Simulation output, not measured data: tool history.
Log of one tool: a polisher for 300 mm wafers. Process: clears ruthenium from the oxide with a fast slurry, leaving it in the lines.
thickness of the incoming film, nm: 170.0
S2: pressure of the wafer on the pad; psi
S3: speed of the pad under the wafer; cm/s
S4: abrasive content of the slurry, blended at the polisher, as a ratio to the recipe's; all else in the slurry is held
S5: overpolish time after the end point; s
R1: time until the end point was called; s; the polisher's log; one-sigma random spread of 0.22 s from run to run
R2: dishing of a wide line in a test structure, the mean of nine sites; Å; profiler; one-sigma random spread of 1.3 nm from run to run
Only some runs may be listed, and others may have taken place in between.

Run 1, hour 0.0: flow of slurry (ml/min) 150, S2 3.5 psi, S3 118 cm/s, S4 1.00, S5 29 s. Result: R1 23.372 s, R2 1134.70 Å.
Run 2, hour 1.1: flow of slurry (ml/min) 150, S2 3.1 psi, S3 118 cm/s, S4 1.00, S5 29 s. Result: R1 25.151 s, R2 1106.90 Å.
Run 3, hour 5.7: flow of slurry (ml/min) 120, S2 3.1 psi, S3 118 cm/s, S4 1.00, S5 29 s. Result: R1 26.645 s, R2 1090.80 Å.
Run 4, hour 9.1: flow of slurry (ml/min) 140, S2 3.3 psi, S3 114 cm/s, S4 1.00, S5 25 s. Result: R1 25.298 s, R2 1026.80 Å.
Run 5, hour 16.8: flow of slurry (ml/min) 155, S2 3.5 psi, S3 112 cm/s, S4 0.95, S5 22 s. Result: R1 24.716 s, R2 965.33 Å.
Run 6, hour 18.4: flow of slurry (ml/min) 155, S2 3.5 psi, S3 112 cm/s, S4 0.85, S5 22 s. Result: R1 25.559 s, R2 866.41 Å.
Run 7, hour 26.9: flow of slurry (ml/min) 175, S2 4.5 psi, S3 114 cm/s, S4 0.60, S5 9 s. Result: R1 23.172 s, R2 492.66 Å.
Run 8, hour 28.8: flow of slurry (ml/min) 175, S2 4.6 psi, S3 114 cm/s, S4 0.60, S5 10 s. Result: R1 22.976 s, R2 530.50 Å.
Run 9, hour 33.2: flow of slurry (ml/min) 175, S2 4.7 psi, S3 114 cm/s, S4 0.60, S5 11 s. Result: R1 22.831 s, R2 589.16 Å.
Run 10, hour 37.6: flow of slurry (ml/min) 175, S2 4.8 psi, S3 114 cm/s, S4 0.60, S5 11 s. Result: R1 22.743 s, R2 580.79 Å.
Run 11, hour 44.8: flow of slurry (ml/min) 175, S2 4.9 psi, S3 116 cm/s, S4 0.60, S5 11 s. Result: R1 21.833 s, R2 600.15 Å.

For run 12, what comes out?
Run 12, hour 48.4: flow of slurry (ml/min) 175, S2 5.0 psi, S3 116 cm/s, S4 0.60, S5 11 s. Result: R1 ?, R2 ?.

Run 12 gave R1 21.053 s, R2 608.48 Å.

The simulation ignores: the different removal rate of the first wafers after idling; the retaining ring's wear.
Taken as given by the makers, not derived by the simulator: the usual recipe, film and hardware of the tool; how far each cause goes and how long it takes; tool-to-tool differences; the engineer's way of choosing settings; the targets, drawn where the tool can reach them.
